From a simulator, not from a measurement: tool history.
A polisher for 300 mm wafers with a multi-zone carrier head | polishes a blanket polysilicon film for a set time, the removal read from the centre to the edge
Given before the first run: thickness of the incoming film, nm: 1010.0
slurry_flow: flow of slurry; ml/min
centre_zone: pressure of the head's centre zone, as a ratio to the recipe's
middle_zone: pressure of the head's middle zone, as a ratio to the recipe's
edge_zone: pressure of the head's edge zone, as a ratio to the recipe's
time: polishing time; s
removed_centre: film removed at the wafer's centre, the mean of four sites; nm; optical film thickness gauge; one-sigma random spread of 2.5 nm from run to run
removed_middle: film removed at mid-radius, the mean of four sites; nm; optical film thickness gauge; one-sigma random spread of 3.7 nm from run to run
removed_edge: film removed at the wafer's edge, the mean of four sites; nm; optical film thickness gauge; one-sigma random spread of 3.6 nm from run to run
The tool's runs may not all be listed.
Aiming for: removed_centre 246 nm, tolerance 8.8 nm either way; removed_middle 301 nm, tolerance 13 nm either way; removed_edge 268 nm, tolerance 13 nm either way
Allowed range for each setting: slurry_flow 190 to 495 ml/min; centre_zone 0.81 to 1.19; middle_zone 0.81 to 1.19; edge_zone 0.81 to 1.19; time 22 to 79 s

run	hour	slurry_flow	centre_zone	middle_zone	edge_zone	time	removed_centre	removed_middle	removed_edge
1	0	320	1	1	1	50	390.63	397.34	392.18
2	2.5	320	0.97	1.01	0.97	46	352.05	369.78	360.52
3	9.5	320	0.95	1.03	0.95	43	321.84	351.84	336.35
4	10.3	400	0.95	1.03	0.95	43	329.58	362.04	333.02
5	13.2	470	0.95	1.03	0.95	43	327.44	357.36	339.58
6	18.4	470	0.95	1.03	0.91	43	331	362.38	336.77
7	24.3	470	0.93	1.04	0.9	40	302.99	334.09	308.94
8	30.8	470	0.91	1.05	0.89	39	283.46	332.21	301.13
9	35.1	470	0.9	1.05	0.88	38	271.06	320.37	289.74
10	38.2	470	0.89	1.05	0.87	38	274.6	326.2	283.55
11	44.6	470	0.87	1.04	0.88	38	265.93	325.52	292.16
12	47.4	470	0.87	1.04	0.88	38	268.42	321.08	290.5
13	55.5	470	0.87	1.04	0.88	38	271.56	321.79	295.42
14	61.9	470	0.86	1.04	0.87	37	257.12	312.96	278.12

4 next moves are on the table. One of them brings every result within its allowed miss. Which?
A	68.3	480	0.95	1.06	0.86	35	?	?	?
B	68.3	435	0.94	1.04	0.82	33	?	?	?
C	68.3	480	0.86	1.06	0.88	35	?	?	?
D	68.3	420	1.01	0.96	0.81	34	?	?	?

move	removed_centre	removed_middle	removed_edge
A	275.11	300.83	254.6
B	254.81	277.33	233.92
C	248.84	300.96	257.26
D	281.33	266.32	239.53
A: misses by more than the last run did
B: misses by more than the last run did
C: all results in spec
D: misses by more than the last run did
The right move is C.
